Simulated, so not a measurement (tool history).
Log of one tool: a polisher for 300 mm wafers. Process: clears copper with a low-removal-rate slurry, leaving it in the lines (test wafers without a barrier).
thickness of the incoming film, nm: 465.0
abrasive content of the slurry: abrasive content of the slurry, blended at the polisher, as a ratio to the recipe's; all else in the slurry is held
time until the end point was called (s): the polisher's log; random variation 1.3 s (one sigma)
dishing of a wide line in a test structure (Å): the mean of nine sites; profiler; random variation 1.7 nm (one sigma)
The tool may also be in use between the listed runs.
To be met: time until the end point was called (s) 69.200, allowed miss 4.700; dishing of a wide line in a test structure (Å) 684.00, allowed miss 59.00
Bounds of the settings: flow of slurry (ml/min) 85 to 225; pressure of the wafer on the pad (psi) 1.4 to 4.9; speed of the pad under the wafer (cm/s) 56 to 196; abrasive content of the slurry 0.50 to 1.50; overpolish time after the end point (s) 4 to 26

run	day	flow of slurry (ml/min)	pressure of the wafer on the pad (psi)	speed of the pad under the wafer (cm/s)	abrasive content of the slurry	overpolish time after the end point (s)	time until the end point was called (s)	dishing of a wide line in a test structure (Å)
1	0.000	145	3.1	126	1.00	13	88.362	422.65
2	0.071	125	3.1	126	1.00	13	91.080	413.69
3	0.279	125	3.3	126	1.00	14	84.931	455.52
4	0.450	125	3.3	126	1.00	16	85.886	501.13
5	0.638	125	3.3	126	0.95	16	87.876	501.86
6	0.750	125	3.5	126	0.95	16	84.743	502.27
7	0.838	125	3.6	128	0.95	17	84.072	560.95
8	1.025	125	3.8	130	0.95	17	76.542	605.13
9	1.246	125	3.9	130	0.95	17	76.075	589.91
10	1.429	125	4.0	130	0.95	17	74.736	573.13
11	1.650	125	4.0	132	0.95	17	72.417	615.95

Which of these 4 next moves meets every target?
A	1.871	145	3.7	126	1.00	23	?	?
B	1.871	135	3.4	152	0.90	20	?	?
C	1.871	115	3.9	132	0.90	21	?	?
D	1.871	115	4.1	120	1.05	16	?	?

move	time until the end point was called (s)	dishing of a wide line in a test structure (Å)
A	77.041	770.91
B	70.310	739.89
C	76.134	727.85
D	77.848	576.41
A: takes the result that was furthest off past its target
B: meets every target
C: brings the result that was furthest off to its target, and leaves another outside
D: further off than the last run
Answer: B
